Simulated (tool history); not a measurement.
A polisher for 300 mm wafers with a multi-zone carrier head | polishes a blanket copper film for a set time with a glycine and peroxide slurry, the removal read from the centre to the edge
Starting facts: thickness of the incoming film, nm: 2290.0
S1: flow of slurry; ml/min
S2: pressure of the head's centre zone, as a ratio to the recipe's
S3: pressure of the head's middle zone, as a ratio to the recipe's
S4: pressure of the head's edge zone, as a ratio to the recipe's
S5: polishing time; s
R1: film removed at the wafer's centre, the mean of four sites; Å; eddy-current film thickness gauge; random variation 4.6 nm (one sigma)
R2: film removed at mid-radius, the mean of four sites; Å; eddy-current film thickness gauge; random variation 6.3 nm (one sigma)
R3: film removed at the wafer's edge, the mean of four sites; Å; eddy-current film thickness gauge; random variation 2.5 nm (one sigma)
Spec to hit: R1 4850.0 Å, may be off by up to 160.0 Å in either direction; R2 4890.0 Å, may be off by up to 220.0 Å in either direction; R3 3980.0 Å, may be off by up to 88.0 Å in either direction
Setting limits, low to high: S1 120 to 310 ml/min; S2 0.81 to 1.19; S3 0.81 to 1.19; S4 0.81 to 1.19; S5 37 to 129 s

run 1 day=0.000 | S1=200 S2=1.00 S3=1.00 S4=1.00 S5=83 | R1=4564.3 R2=4737.3 R3=4548.9
run 2 day=0.317 | S1=195 S2=1.02 S3=1.01 S4=0.96 S5=83 | R1=4650.3 R2=4740.0 R3=4435.3
run 3 day=0.462 | S1=190 S2=1.03 S3=1.02 S4=0.93 S5=83 | R1=4641.7 R2=4621.5 R3=4418.1
run 4 day=0.533 | S1=190 S2=1.03 S3=1.02 S4=0.97 S5=83 | R1=4637.0 R2=4596.6 R3=4441.8
run 5 day=0.758 | S1=205 S2=1.04 S3=1.05 S4=0.94 S5=82 | R1=4721.7 R2=4986.8 R3=4367.6
run 6 day=0.888 | S1=205 S2=1.04 S3=0.97 S4=0.94 S5=82 | R1=4661.0 R2=4546.2 R3=4367.3
run 7 day=0.929 | S1=215 S2=1.05 S3=0.98 S4=0.92 S5=81 | R1=4768.2 R2=4617.1 R3=4341.9
run 8 day=1.217 | S1=220 S2=1.06 S3=1.00 S4=0.90 S5=80 | R1=4738.8 R2=4600.5 R3=4175.0
run 9 day=1.325 | S1=225 S2=1.06 S3=1.01 S4=0.89 S5=80 | R1=4781.8 R2=4604.3 R3=4200.8
run 10 day=1.471 | S1=230 S2=1.06 S3=1.03 S4=0.88 S5=80 | R1=4756.8 R2=4706.8 R3=4211.3

Pick the move, out of 5, that brings all results within their allowed miss; only one does.
run A day=1.617 | S1=285 S2=1.10 S3=1.09 S4=0.84 S5=76 | R1=? R2=? R3=?
run B day=1.617 | S1=240 S2=1.17 S3=1.04 S4=0.86 S5=81 | R1=? R2=? R3=?
run C day=1.617 | S1=240 S2=1.16 S3=1.02 S4=0.93 S5=73 | R1=? R2=? R3=?
run D day=1.617 | S1=225 S2=1.03 S3=0.96 S4=0.89 S5=79 | R1=? R2=? R3=?
run E day=1.617 | S1=310 S2=1.18 S3=1.06 S4=0.91 S5=77 | R1=? R2=? R3=?

move=A R1=4827.5 R2=4856.0 R3=3962.1
move=B R1=5352.3 R2=4872.0 R3=4206.0
move=C R1=4781.5 R2=4318.9 R3=3929.8
move=D R1=4545.1 R2=4406.3 R3=4144.2
move=E R1=5297.7 R2=4842.5 R3=4191.2
A: hits every target within its allowed miss
B: lands further from the targets than the last run did
C: corrects the largest miss of the last run, while another result sits out of spec
D: nearer the targets than the last run, but a result is still out of spec
E: lands further from the targets than the last run did
Answer: A
